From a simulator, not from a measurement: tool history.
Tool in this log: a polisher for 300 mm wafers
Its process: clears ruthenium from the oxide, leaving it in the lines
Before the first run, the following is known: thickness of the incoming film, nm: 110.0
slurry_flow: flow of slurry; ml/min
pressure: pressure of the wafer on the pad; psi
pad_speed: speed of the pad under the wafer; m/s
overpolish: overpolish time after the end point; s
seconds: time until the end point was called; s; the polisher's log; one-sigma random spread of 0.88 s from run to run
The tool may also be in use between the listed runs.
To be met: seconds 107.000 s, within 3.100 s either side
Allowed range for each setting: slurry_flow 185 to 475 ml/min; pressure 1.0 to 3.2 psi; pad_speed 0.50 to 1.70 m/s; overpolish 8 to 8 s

Run 1, hour 0.0: slurry_flow 305 ml/min, pressure 2.1 psi, pad_speed 1.10 m/s, overpolish 8 s. Result: seconds 76.573 s.
Run 2, hour 7.7: slurry_flow 305 ml/min, pressure 2.0 psi, pad_speed 1.10 m/s, overpolish 8 s. Result: seconds 78.622 s.
Run 3, hour 8.8: slurry_flow 305 ml/min, pressure 2.5 psi, pad_speed 1.10 m/s, overpolish 8 s. Result: seconds 65.478 s.
Run 4, hour 11.9: slurry_flow 305 ml/min, pressure 2.5 psi, pad_speed 1.10 m/s, overpolish 8 s. Result: seconds 65.828 s.
Run 5, hour 12.7: slurry_flow 305 ml/min, pressure 2.2 psi, pad_speed 1.10 m/s, overpolish 8 s. Result: seconds 73.247 s.
Run 6, hour 21.5: slurry_flow 305 ml/min, pressure 2.4 psi, pad_speed 1.10 m/s, overpolish 8 s. Result: seconds 67.844 s.
Run 7, hour 26.0: slurry_flow 305 ml/min, pressure 2.4 psi, pad_speed 1.10 m/s, overpolish 8 s. Result: seconds 67.170 s.
Run 8, hour 27.5: slurry_flow 305 ml/min, pressure 2.2 psi, pad_speed 1.10 m/s, overpolish 8 s. Result: seconds 71.661 s.
Run 9, hour 30.9: slurry_flow 300 ml/min, pressure 1.6 psi, pad_speed 1.08 m/s, overpolish 8 s. Result: seconds 96.656 s.
Run 10, hour 32.6: slurry_flow 295 ml/min, pressure 1.5 psi, pad_speed 1.08 m/s, overpolish 8 s. Result: seconds 101.610 s.

Next run, 5 choices. One meets every target within its allowed miss, the rest don't. Which?
Run A, hour 34.3: slurry_flow 355 ml/min, pressure 1.5 psi, pad_speed 1.10 m/s, overpolish 8 s. Result: seconds ?.
Run B, hour 34.3: slurry_flow 260 ml/min, pressure 1.7 psi, pad_speed 0.96 m/s, overpolish 8 s. Result: seconds ?.
Run C, hour 34.3: slurry_flow 325 ml/min, pressure 1.7 psi, pad_speed 0.92 m/s, overpolish 8 s. Result: seconds ?.
Run D, hour 34.3: slurry_flow 320 ml/min, pressure 1.4 psi, pad_speed 1.24 m/s, overpolish 8 s. Result: seconds ?.
Run E, hour 34.3: slurry_flow 250 ml/min, pressure 1.5 psi, pad_speed 1.02 m/s, overpolish 8 s. Result: seconds ?.

move  seconds
   A   99.891
   B   99.728
   C  100.350
   D   98.976
   E  107.350
A: lands further from the targets than the last run did
B: lands further from the targets than the last run did
C: lands further from the targets than the last run did
D: lands further from the targets than the last run did
E: each result inside its tolerance
The move that meets every target is E.
